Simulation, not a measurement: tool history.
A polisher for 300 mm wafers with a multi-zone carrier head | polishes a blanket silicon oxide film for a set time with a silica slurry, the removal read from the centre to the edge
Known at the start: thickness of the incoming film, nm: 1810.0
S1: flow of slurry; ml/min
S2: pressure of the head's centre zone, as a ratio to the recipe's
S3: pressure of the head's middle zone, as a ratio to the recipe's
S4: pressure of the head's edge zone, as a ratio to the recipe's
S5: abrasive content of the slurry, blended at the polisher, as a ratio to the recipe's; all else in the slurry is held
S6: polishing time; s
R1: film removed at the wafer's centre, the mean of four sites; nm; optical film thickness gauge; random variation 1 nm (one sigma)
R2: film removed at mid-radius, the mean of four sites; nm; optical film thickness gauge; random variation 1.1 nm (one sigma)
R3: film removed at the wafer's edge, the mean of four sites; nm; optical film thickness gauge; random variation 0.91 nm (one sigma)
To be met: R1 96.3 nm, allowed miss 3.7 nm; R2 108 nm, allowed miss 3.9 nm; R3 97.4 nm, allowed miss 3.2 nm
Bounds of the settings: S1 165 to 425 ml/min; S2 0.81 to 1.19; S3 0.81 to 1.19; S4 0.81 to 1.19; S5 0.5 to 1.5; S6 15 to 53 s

{"run": 1, "hour": 0.0, "S1": 275, "S2": 1, "S3": 1, "S4": 1, "S5": 1, "S6": 34, "R1": 115.02, "R2": 111.32, "R3": 111.73}
{"run": 2, "hour": 3.4, "S1": 275, "S2": 1.05, "S3": 1, "S4": 1, "S5": 1, "S6": 34, "R1": 118.34, "R2": 112.61, "R3": 110.47}
{"run": 3, "hour": 5.8, "S1": 265, "S2": 1, "S3": 1.03, "S4": 0.97, "S5": 0.95, "S6": 34, "R1": 108.23, "R2": 108.68, "R3": 103.78}
{"run": 4, "hour": 11.7, "S1": 250, "S2": 0.98, "S3": 1.05, "S4": 0.96, "S5": 0.95, "S6": 34, "R1": 105.1, "R2": 112.31, "R3": 104.45}
{"run": 5, "hour": 17.7, "S1": 250, "S2": 0.98, "S3": 1.05, "S4": 1, "S5": 0.95, "S6": 34, "R1": 105.34, "R2": 110.9, "R3": 106.58}
{"run": 6, "hour": 22.4, "S1": 250, "S2": 0.98, "S3": 1.05, "S4": 1, "S5": 0.95, "S6": 38, "R1": 117.45, "R2": 124.4, "R3": 117.36}
{"run": 7, "hour": 23.1, "S1": 245, "S2": 0.96, "S3": 1.05, "S4": 0.96, "S5": 0.85, "S6": 38, "R1": 104.25, "R2": 113.66, "R3": 106.35}
{"run": 8, "hour": 27.0, "S1": 240, "S2": 0.95, "S3": 1.05, "S4": 0.93, "S5": 0.85, "S6": 38, "R1": 103.35, "R2": 113.66, "R3": 104.37}
{"run": 9, "hour": 32.8, "S1": 230, "S2": 0.94, "S3": 1.04, "S4": 0.91, "S5": 0.85, "S6": 38, "R1": 102.89, "R2": 112.64, "R3": 103.01}
{"run": 10, "hour": 37.3, "S1": 225, "S2": 0.93, "S3": 1.04, "S4": 0.89, "S5": 0.85, "S6": 38, "R1": 101.37, "R2": 109.91, "R3": 101.86}
{"run": 11, "hour": 44.8, "S1": 220, "S2": 0.92, "S3": 1.05, "S4": 0.87, "S5": 0.85, "S6": 38, "R1": 97.538, "R2": 113.62, "R3": 102.15}
{"run": 12, "hour": 49.5, "S1": 220, "S2": 0.92, "S3": 1.04, "S4": 0.86, "S5": 0.85, "S6": 38, "R1": 99.993, "R2": 110.81, "R3": 99.962}

Which of these 4 next moves meets every target?
{"run": "A", "hour": 54.2, "S1": 250, "S2": 0.84, "S3": 1.09, "S4": 0.86, "S5": 0.65, "S6": 50, "R1": "?", "R2": "?", "R3": "?"}
{"run": "B", "hour": 54.2, "S1": 220, "S2": 0.91, "S3": 1.03, "S4": 0.86, "S5": 0.8, "S6": 39, "R1": "?", "R2": "?", "R3": "?"}
{"run": "C", "hour": 54.2, "S1": 215, "S2": 0.9, "S3": 1.02, "S4": 0.84, "S5": 0.9, "S6": 38, "R1": "?", "R2": "?", "R3": "?"}
{"run": "D", "hour": 54.2, "S1": 175, "S2": 0.96, "S3": 1.02, "S4": 0.83, "S5": 0.8, "S6": 44, "R1": "?", "R2": "?", "R3": "?"}

move=A R1=90.299 R2=116.49 R3=99.446
move=B R1=94.68 R2=107.54 R3=96.728
move=C R1=100.64 R2=114.7 R3=102.99
move=D R1=109.74 R2=117.46 R3=105.54
A: takes the result that was furthest off past its target
B: meets every target
C: further off than the last run
D: further off than the last run
Answer: B
